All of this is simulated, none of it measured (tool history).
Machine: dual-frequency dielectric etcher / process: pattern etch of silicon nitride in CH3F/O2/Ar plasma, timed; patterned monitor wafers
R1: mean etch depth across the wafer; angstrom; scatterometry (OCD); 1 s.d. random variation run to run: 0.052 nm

{"run": 1, "hour": 0.0, "source power (kW)": 0.38, "bias power (kW)": 0.092, "etch time (s)": 30.5, "R1": 255.83}
{"run": 2, "hour": 1.4, "source power (kW)": 0.36, "bias power (kW)": 0.087, "etch time (s)": 30.5, "R1": 244.94}
{"run": 3, "hour": 8.1, "source power (kW)": 0.34, "bias power (kW)": 0.084, "etch time (s)": 30.5, "R1": 237.37}
{"run": 4, "hour": 15.6, "source power (kW)": 0.34, "bias power (kW)": 0.096, "etch time (s)": 30.5, "R1": 249.6}
{"run": 5, "hour": 16.6, "source power (kW)": 0.32, "bias power (kW)": 0.091, "etch time (s)": 30.5, "R1": 238.29}
{"run": 6, "hour": 19.3, "source power (kW)": 0.31, "bias power (kW)": 0.088, "etch time (s)": 30.5, "R1": 231.04}
{"run": 7, "hour": 23.3, "source power (kW)": 0.3, "bias power (kW)": 0.086, "etch time (s)": 30.5, "R1": 224.99}

The next listed run, before its measurement:
{"run": 8, "hour": 24.6, "source power (kW)": 0.29, "bias power (kW)": 0.085, "etch time (s)": 30.5, "R1": "?"}

{"run 8": {"R1": 220.82}}
